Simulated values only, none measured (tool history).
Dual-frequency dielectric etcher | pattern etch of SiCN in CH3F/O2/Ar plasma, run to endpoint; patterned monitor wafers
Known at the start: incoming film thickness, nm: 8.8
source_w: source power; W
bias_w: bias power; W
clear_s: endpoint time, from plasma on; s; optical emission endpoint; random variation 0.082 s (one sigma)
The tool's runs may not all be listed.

| run | day | source_w | bias_w | clear_s |
|---|---|---|---|---|
| 1 | 0 | 340 | 83 | 23.274 |
| 2 | 0.158 | 350 | 83 | 23.036 |
| 3 | 0.279 | 350 | 72 | 24.605 |
| 4 | 0.317 | 390 | 72 | 23.733 |
| 5 | 0.621 | 400 | 74 | 23.182 |
| 6 | 0.879 | 400 | 64 | 24.689 |

Run 7 comes next. What will it give?
| 7 | 0.954 | 410 | 67 | ? |

clear_s: 23.915 s
